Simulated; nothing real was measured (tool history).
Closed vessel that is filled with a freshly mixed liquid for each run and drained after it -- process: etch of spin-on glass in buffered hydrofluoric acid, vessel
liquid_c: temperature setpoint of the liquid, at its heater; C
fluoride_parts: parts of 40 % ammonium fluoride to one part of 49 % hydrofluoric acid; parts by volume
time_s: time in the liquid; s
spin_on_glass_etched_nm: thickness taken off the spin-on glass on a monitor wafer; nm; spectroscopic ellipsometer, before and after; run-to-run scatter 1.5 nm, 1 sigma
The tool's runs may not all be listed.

run,hour,liquid_c,fluoride_parts,time_s,spin_on_glass_etched_nm
1,0.0,22.0,13.0,30,94.118
2,8.1,22.0,13.0,30,94.511
3,14.0,23.0,13.0,30,97.802
4,15.8,23.0,9.5,30,135.150
5,18.5,23.0,9.5,30,130.500
6,25.6,23.0,9.5,30,130.940
7,29.8,23.5,9.5,30,134.030

Run 8, settings as shown, results not yet in. Your forecast:
8,35.5,24.0,9.5,30,?

{"run 8": {"spin_on_glass_etched_nm": 139.45}}
